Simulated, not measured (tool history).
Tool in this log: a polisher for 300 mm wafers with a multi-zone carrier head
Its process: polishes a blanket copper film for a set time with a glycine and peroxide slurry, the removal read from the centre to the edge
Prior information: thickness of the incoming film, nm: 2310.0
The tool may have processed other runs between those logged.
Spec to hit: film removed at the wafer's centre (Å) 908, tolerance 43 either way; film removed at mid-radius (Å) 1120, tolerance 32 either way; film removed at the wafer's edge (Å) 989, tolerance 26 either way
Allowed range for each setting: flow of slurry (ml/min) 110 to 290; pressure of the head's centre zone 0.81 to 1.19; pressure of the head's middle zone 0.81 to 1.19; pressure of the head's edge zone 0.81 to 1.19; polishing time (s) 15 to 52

| run | hour | flow of slurry (ml/min) | pressure of the head's centre zone | pressure of the head's middle zone | pressure of the head's edge zone | polishing time (s) | film removed at the wafer's centre (Å) | film removed at mid-radius (Å) | film removed at the wafer's edge (Å) |
|---|---|---|---|---|---|---|---|---|---|
| 1 | 0 | 185 | 1 | 1 | 1 | 33 | 1910.1 | 1920.5 | 1937.3 |
| 2 | 2.2 | 185 | 1 | 1 | 0.91 | 33 | 1927.5 | 1919.3 | 1868.1 |
| 3 | 6.5 | 205 | 1 | 1 | 0.91 | 33 | 1988 | 1946.5 | 1888.2 |
| 4 | 13.5 | 245 | 1 | 1 | 0.91 | 33 | 1992.3 | 2014.8 | 1943.9 |
| 5 | 19.3 | 230 | 0.97 | 1.01 | 0.9 | 30 | 1701.5 | 1827.4 | 1760.7 |
| 6 | 26.7 | 215 | 0.97 | 1.02 | 0.89 | 28 | 1628.7 | 1694.3 | 1612.7 |
| 7 | 32.1 | 205 | 0.95 | 1.03 | 0.88 | 26 | 1468.7 | 1591.2 | 1463.3 |
| 8 | 38.3 | 195 | 0.93 | 1.03 | 0.87 | 25 | 1410.5 | 1519.4 | 1393 |
| 9 | 46.8 | 195 | 0.91 | 1.03 | 0.87 | 24 | 1320.6 | 1442.1 | 1341.4 |
| 10 | 49.4 | 160 | 0.82 | 1.1 | 0.81 | 15 | 700.95 | 914.58 | 792.98 |
| 11 | 51.8 | 175 | 0.82 | 1.1 | 0.82 | 15 | 692.04 | 937.71 | 788.1 |
| 12 | 56.1 | 185 | 0.83 | 1.09 | 0.84 | 15 | 726.02 | 935.08 | 820.01 |
| 13 | 59.3 | 190 | 0.84 | 1.1 | 0.86 | 15 | 744.01 | 943.18 | 831.08 |
| 14 | 62.9 | 195 | 0.84 | 1.1 | 0.86 | 15 | 735.61 | 958.86 | 828.64 |
| 15 | 67.9 | 195 | 0.84 | 1.1 | 0.86 | 15 | 744.79 | 945.31 | 827.19 |
| 16 | 73.3 | 195 | 0.84 | 1.1 | 0.86 | 16 | 795.3 | 1011.3 | 884.96 |
| 17 | 75.1 | 205 | 0.84 | 1.1 | 0.87 | 16 | 788.01 | 1025.4 | 898.92 |
| 18 | 83.6 | 215 | 0.85 | 1.1 | 0.87 | 16 | 810.86 | 1040.9 | 911.11 |
| 19 | 88.6 | 215 | 0.85 | 1.1 | 0.87 | 16 | 812.7 | 1029.2 | 909.7 |
| 20 | 90.3 | 225 | 0.85 | 1.1 | 0.87 | 16 | 819.35 | 1039 | 906.29 |
| 21 | 98.4 | 230 | 0.85 | 1.1 | 0.88 | 16 | 826.58 | 1035.6 | 924.02 |
| 22 | 106.5 | 275 | 0.89 | 1.15 | 0.92 | 17 | 920.52 | 1173.9 | 990.77 |
| 23 | 110.2 | 275 | 0.89 | 1.14 | 0.92 | 17 | 953.42 | 1146.2 | 997.53 |
| 24 | 118.2 | 270 | 0.89 | 1.14 | 0.92 | 17 | 949.23 | 1174.4 | 1004 |

Which single option among these 4 for the next run brings every result within its allowed miss of target? Just one does.
| A | 126.2 | 240 | 0.88 | 1.12 | 0.92 | 17 | ? | ? | ? |
| B | 126.2 | 235 | 1 | 1.14 | 0.9 | 17 | ? | ? | ? |
| C | 126.2 | 275 | 0.96 | 0.99 | 0.92 | 17 | ? | ? | ? |
| D | 126.2 | 290 | 0.94 | 1.12 | 0.85 | 17 | ? | ? | ? |

| move | film removed at the wafer's centre (Å) | film removed at mid-radius (Å) | film removed at the wafer's edge (Å) |
|---|---|---|---|
| A | 925.09 | 1128.1 | 982.78 |
| B | 1049.3 | 1141.7 | 970.66 |
| C | 1027.1 | 1031.6 | 996.4 |
| D | 1012.7 | 1152.5 | 963.57 |
A: each result inside its tolerance
B: brings the last run's worst result on target, with another outside its allowed miss
C: takes the result that was furthest off past its target
D: moves away from the targets compared with the last run
A meets every target.
